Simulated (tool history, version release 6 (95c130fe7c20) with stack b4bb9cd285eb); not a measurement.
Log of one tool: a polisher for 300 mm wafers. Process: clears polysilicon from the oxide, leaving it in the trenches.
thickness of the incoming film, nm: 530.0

run    day  flow of slurry (ml/min)  pressure of the wafer on the pad (psi)  speed of the pad under the wafer (cm/s)  overpolish time after the end point (s)  time until the end point was called (s)  dishing of a wide line in a test structure (nm)
  1  0.000                      270                                     2.8                                       84                                       21                                   50.208                                           49.248
  2  0.333                      270                                     3.4                                       84                                       21                                   43.334                                           50.441
  3  0.696                      270                                     3.1                                       82                                       19                                   48.138                                           49.524
  4  0.992                      270                                     3.1                                       62                                       19                                   61.222                                           49.151
  5  1.208                      270                                     2.9                                       62                                       17                                   66.873                                           46.158
  6  1.283                      320                                     2.9                                       62                                       17                                   65.329                                           45.946
  7  1.521                      320                                     2.7                                       62                                       17                                   69.892                                           46.404
  8  1.883                      320                                     2.6                                       62                                       16                                   72.769                                           45.376
  9  1.917                      320                                     2.5                                       62                                       15                                   75.131                                           43.530

Run 10 comes next. What will it give?
 10  2.025                      320                                     2.4                                       62                                       15                                        ?                                                ?

Run 10 gave time until the end point was called (s) 77.891, dishing of a wide line in a test structure (nm) 44.306.
